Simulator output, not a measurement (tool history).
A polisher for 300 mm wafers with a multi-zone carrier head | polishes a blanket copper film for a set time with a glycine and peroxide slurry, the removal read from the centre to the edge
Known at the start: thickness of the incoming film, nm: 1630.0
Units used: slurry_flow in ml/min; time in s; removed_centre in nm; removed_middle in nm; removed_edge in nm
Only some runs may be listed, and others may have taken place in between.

run	hour	slurry_flow	centre_zone	middle_zone	edge_zone	time	removed_centre	removed_middle	removed_edge
1	0.0	230	1.00	1.00	1.00	49	259.76	266.50	255.07
2	5.7	230	0.93	1.00	1.00	49	241.18	265.57	256.39
3	10.0	230	0.93	1.00	0.97	49	247.65	267.95	257.04
4	19.0	225	0.94	0.98	0.97	48	240.50	256.80	244.52
5	20.3	220	0.95	0.96	0.98	48	243.35	244.00	246.31
6	23.1	220	0.87	0.96	0.98	48	221.38	251.24	253.80

Expected results for the next run?
7	28.0	220	0.89	0.95	0.97	48	?	?	?

{"run 7": {"removed_centre": 225.05, "removed_middle": 247.83, "removed_edge": 247.69}}
